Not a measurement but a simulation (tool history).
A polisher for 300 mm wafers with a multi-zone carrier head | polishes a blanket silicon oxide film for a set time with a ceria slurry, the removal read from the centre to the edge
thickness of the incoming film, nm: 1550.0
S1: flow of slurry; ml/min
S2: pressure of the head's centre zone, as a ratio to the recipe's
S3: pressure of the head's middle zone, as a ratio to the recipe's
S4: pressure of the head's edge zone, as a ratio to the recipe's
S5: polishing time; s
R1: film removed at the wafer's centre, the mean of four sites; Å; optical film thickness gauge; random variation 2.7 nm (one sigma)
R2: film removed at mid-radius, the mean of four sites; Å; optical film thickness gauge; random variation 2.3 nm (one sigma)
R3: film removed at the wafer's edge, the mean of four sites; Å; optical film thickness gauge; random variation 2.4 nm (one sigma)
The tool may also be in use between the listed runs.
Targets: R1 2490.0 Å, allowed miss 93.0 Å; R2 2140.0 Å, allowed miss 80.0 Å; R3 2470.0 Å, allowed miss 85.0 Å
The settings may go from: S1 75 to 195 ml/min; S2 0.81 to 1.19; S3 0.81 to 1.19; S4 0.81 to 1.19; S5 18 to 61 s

| run | hour | S1 | S2 | S3 | S4 | S5 | R1 | R2 | R3 |
|---|---|---|---|---|---|---|---|---|---|
| 1 | 0.0 | 125 | 1.00 | 1.00 | 1.00 | 39 | 1759.2 | 1604.0 | 1669.0 |
| 2 | 6.9 | 125 | 1.00 | 1.00 | 1.08 | 39 | 1793.9 | 1640.7 | 1724.2 |
| 3 | 15.6 | 125 | 1.00 | 1.00 | 1.11 | 39 | 1747.7 | 1615.7 | 1776.8 |
| 4 | 21.6 | 100 | 1.00 | 1.00 | 1.11 | 39 | 1647.5 | 1505.9 | 1670.9 |
| 5 | 23.9 | 110 | 1.00 | 0.99 | 1.12 | 40 | 1765.8 | 1560.0 | 1753.4 |
| 6 | 32.9 | 130 | 1.00 | 0.99 | 1.12 | 40 | 1871.9 | 1618.0 | 1804.2 |
| 7 | 39.1 | 135 | 0.99 | 0.99 | 1.13 | 42 | 1919.0 | 1750.7 | 1921.7 |
| 8 | 46.7 | 140 | 0.99 | 0.98 | 1.14 | 43 | 2027.0 | 1788.4 | 2014.6 |
|  | 53.7 | centre zone pressure recalibrated |
| 9 | 53.7 | 145 | 0.99 | 0.98 | 1.15 | 44 | 1899.9 | 1849.3 | 2047.1 |
| 10 | 58.0 | 150 | 1.01 | 0.97 | 1.15 | 45 | 2020.3 | 1849.1 | 2101.7 |
| 11 | 59.2 | 155 | 1.03 | 0.97 | 1.15 | 46 | 2113.6 | 1958.0 | 2167.5 |
| 12 | 60.6 | 155 | 1.05 | 0.96 | 1.15 | 47 | 2193.7 | 1980.9 | 2247.1 |
| 13 | 67.2 | 160 | 1.06 | 0.96 | 1.15 | 47 | 2216.4 | 1986.1 | 2205.6 |
| 14 | 69.6 | 160 | 1.07 | 0.95 | 1.15 | 48 | 2287.3 | 1963.7 | 2281.1 |
| 15 | 78.6 | 170 | 1.09 | 0.95 | 1.16 | 49 | 2417.1 | 2070.6 | 2356.0 |

4 next moves are on the table. One of them brings every result within its allowed miss. Which?
| A | 87.6 | 165 | 1.09 | 0.96 | 1.18 | 51 | ? | ? | ? |
| B | 87.6 | 170 | 1.06 | 1.01 | 1.13 | 48 | ? | ? | ? |
| C | 87.6 | 175 | 0.94 | 0.92 | 1.19 | 53 | ? | ? | ? |
| D | 87.6 | 195 | 1.18 | 0.96 | 1.13 | 48 | ? | ? | ? |

| move | R1 | R2 | R3 |
|---|---|---|---|
| A | 2485.4 | 2170.8 | 2448.1 |
| B | 2288.9 | 2144.2 | 2260.2 |
| C | 2250.3 | 2201.4 | 2576.1 |
| D | 2613.6 | 2099.7 | 2299.2 |
A: meets every target
B: further off than the last run
C: takes the result that was furthest off past its target
D: further off than the last run
Move A is the one to make.

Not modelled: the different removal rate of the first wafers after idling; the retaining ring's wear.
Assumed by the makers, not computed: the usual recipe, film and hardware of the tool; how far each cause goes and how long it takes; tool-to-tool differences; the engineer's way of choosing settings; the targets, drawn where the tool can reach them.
